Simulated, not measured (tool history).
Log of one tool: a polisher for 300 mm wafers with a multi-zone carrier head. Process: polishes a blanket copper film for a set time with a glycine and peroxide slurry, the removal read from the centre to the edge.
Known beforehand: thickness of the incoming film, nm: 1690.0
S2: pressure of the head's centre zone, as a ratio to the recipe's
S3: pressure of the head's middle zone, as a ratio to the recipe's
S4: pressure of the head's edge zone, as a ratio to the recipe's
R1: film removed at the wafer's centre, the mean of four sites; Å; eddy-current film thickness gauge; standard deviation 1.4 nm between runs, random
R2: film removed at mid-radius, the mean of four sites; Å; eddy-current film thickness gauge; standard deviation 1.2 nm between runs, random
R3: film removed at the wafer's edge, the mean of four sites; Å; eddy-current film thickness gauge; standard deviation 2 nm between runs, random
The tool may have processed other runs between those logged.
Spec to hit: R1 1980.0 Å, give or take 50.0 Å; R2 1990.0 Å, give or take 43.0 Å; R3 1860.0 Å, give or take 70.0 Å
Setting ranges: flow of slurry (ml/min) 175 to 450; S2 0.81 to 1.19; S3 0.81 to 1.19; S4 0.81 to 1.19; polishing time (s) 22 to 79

{"run": 1, "hour": 0.0, "flow of slurry (ml/min)": 290, "S2": 1.0, "S3": 1.0, "S4": 1.0, "polishing time (s)": 50, "R1": 2388.8, "R2": 2474.7, "R3": 2338.2}
{"run": 2, "hour": 0.6, "flow of slurry (ml/min)": 290, "S2": 1.0, "S3": 1.0, "S4": 1.0, "polishing time (s)": 56, "R1": 2681.1, "R2": 2791.3, "R3": 2712.8}
{"run": 3, "hour": 2.8, "flow of slurry (ml/min)": 260, "S2": 1.0, "S3": 1.0, "S4": 1.0, "polishing time (s)": 56, "R1": 2666.7, "R2": 2740.1, "R3": 2635.9}
{"run": 4, "hour": 6.8, "flow of slurry (ml/min)": 260, "S2": 1.0, "S3": 0.96, "S4": 1.0, "polishing time (s)": 56, "R1": 2645.6, "R2": 2668.1, "R3": 2599.2}
{"run": 5, "hour": 7.6, "flow of slurry (ml/min)": 195, "S2": 1.0, "S3": 0.96, "S4": 1.0, "polishing time (s)": 56, "R1": 2525.8, "R2": 2580.1, "R3": 2575.8}
{"run": 6, "hour": 8.7, "flow of slurry (ml/min)": 265, "S2": 1.0, "S3": 0.96, "S4": 1.0, "polishing time (s)": 56, "R1": 2675.1, "R2": 2672.4, "R3": 2673.4}
{"run": 7, "hour": 16.2, "flow of slurry (ml/min)": 255, "S2": 0.99, "S3": 0.95, "S4": 0.97, "polishing time (s)": 53, "R1": 2482.7, "R2": 2484.7, "R3": 2432.6}
{"run": 8, "hour": 20.1, "flow of slurry (ml/min)": 255, "S2": 0.99, "S3": 0.95, "S4": 0.97, "polishing time (s)": 53, "R1": 2456.4, "R2": 2482.5, "R3": 2453.7}
{"run": 9, "hour": 27.4, "flow of slurry (ml/min)": 255, "S2": 0.99, "S3": 0.95, "S4": 0.94, "polishing time (s)": 50, "R1": 2368.7, "R2": 2361.2, "R3": 2307.2}
{"run": 10, "hour": 31.1, "flow of slurry (ml/min)": 260, "S2": 0.98, "S3": 0.95, "S4": 0.92, "polishing time (s)": 48, "R1": 2241.9, "R2": 2264.0, "R3": 2177.5}

Consider the 5 candidate settings below. Which is the only one whose results all fall within their allowed miss of target?
{"run": "A", "hour": 34.8, "flow of slurry (ml/min)": 235, "S2": 0.89, "S3": 0.83, "S4": 1.06, "polishing time (s)": 58, "R1": "?", "R2": "?", "R3": "?"}
{"run": "B", "hour": 34.8, "flow of slurry (ml/min)": 250, "S2": 1.06, "S3": 1.04, "S4": 1.0, "polishing time (s)": 40, "R1": "?", "R2": "?", "R3": "?"}
{"run": "C", "hour": 34.8, "flow of slurry (ml/min)": 280, "S2": 0.87, "S3": 0.83, "S4": 1.02, "polishing time (s)": 47, "R1": "?", "R2": "?", "R3": "?"}
{"run": "D", "hour": 34.8, "flow of slurry (ml/min)": 295, "S2": 1.02, "S3": 0.82, "S4": 1.05, "polishing time (s)": 56, "R1": "?", "R2": "?", "R3": "?"}
{"run": "E", "hour": 34.8, "flow of slurry (ml/min)": 265, "S2": 1.04, "S3": 0.83, "S4": 0.96, "polishing time (s)": 50, "R1": "?", "R2": "?", "R3": "?"}

move=A R1=2409.8 R2=2426.4 R3=2773.8
move=B R1=2003.6 R2=1991.2 R3=1866.6
move=C R1=1957.0 R2=2011.7 R3=2243.9
move=D R1=2754.9 R2=2388.3 R3=2724.4
move=E R1=2474.1 R2=2124.2 R3=2306.9
A: moves away from the targets compared with the last run
B: every result lands within tolerance
C: gets the furthest-off result to its target, but another result is out of tolerance
D: moves away from the targets compared with the last run
E: moves away from the targets compared with the last run
The move that meets every target is B.
